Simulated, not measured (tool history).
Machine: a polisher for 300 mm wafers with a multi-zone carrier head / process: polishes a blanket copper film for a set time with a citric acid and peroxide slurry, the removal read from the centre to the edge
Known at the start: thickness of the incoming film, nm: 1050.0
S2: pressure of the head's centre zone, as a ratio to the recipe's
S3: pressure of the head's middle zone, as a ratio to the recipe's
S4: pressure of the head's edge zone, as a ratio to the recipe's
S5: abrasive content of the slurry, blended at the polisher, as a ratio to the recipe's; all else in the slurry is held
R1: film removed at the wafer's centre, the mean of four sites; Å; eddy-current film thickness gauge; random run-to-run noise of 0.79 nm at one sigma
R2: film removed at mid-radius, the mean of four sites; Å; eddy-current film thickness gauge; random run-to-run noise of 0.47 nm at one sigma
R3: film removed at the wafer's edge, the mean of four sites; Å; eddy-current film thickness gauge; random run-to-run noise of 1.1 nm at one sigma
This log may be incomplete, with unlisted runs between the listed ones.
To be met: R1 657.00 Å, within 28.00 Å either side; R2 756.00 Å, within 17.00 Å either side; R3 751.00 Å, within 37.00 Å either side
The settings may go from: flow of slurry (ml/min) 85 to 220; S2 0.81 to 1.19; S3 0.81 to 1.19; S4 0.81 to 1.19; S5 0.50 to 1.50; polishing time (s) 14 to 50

run 1 hour=0.0 | flow_of_slurry_(ml/min)=140 S2=1.00 S3=1.00 S4=1.00 S5=1.00 polishing_time_(s)=32 | R1=470.17 R2=464.12 R3=474.89
run 2 hour=4.4 | flow_of_slurry_(ml/min)=145 S2=0.99 S3=1.01 S4=1.02 S5=1.05 polishing_time_(s)=33 | R1=494.51 R2=494.80 R3=504.85
run 3 hour=13.2 | flow_of_slurry_(ml/min)=150 S2=0.98 S3=1.02 S4=1.04 S5=1.10 polishing_time_(s)=34 | R1=511.72 R2=520.34 R3=524.54
run 4 hour=19.2 | flow_of_slurry_(ml/min)=150 S2=0.98 S3=1.02 S4=1.04 S5=1.10 polishing_time_(s)=39 | R1=584.15 R2=587.72 R3=611.98
run 5 hour=26.9 | flow_of_slurry_(ml/min)=150 S2=0.97 S3=1.03 S4=1.05 S5=1.15 polishing_time_(s)=39 | R1=577.98 R2=602.48 R3=626.25
run 6 hour=34.4 | flow_of_slurry_(ml/min)=155 S2=0.97 S3=1.04 S4=1.06 S5=1.20 polishing_time_(s)=39 | R1=605.82 R2=628.16 R3=639.52
run 7 hour=40.1 | flow_of_slurry_(ml/min)=160 S2=0.96 S3=1.05 S4=1.07 S5=1.20 polishing_time_(s)=39 | R1=579.78 R2=629.52 R3=636.44
run 8 hour=48.2 | flow_of_slurry_(ml/min)=160 S2=0.96 S3=1.06 S4=1.08 S5=1.25 polishing_time_(s)=39 | R1=608.05 R2=641.42 R3=634.70
run 9 hour=52.5 | flow_of_slurry_(ml/min)=160 S2=0.95 S3=1.06 S4=1.08 S5=1.30 polishing_time_(s)=39 | R1=595.18 R2=644.54 R3=645.75

Below are 4 possible settings for the next run. Only one of them brings all results inside the allowed miss of their targets. Which is it?
run A hour=56.8 | flow_of_slurry_(ml/min)=175 S2=1.02 S3=1.02 S4=1.09 S5=1.40 polishing_time_(s)=43 | R1=? R2=? R3=?
run B hour=56.8 | flow_of_slurry_(ml/min)=185 S2=1.08 S3=1.09 S4=1.02 S5=1.35 polishing_time_(s)=40 | R1=? R2=? R3=?
run C hour=56.8 | flow_of_slurry_(ml/min)=145 S2=0.88 S3=1.05 S4=1.02 S5=1.50 polishing_time_(s)=45 | R1=? R2=? R3=?
run D hour=56.8 | flow_of_slurry_(ml/min)=150 S2=0.94 S3=1.03 S4=1.08 S5=1.45 polishing_time_(s)=43 | R1=? R2=? R3=?

move=A R1=733.66 R2=718.34 R3=760.75
move=B R1=722.39 R2=700.04 R3=681.27
move=C R1=652.51 R2=760.76 R3=768.59
move=D R1=664.27 R2=713.75 R3=751.59
A: moves toward the targets from the last run without getting all of them in spec
B: moves toward the targets from the last run without getting all of them in spec
C: every result within its allowed miss
D: moves toward the targets from the last run without getting all of them in spec
C is the move that brings every result within its allowed miss.
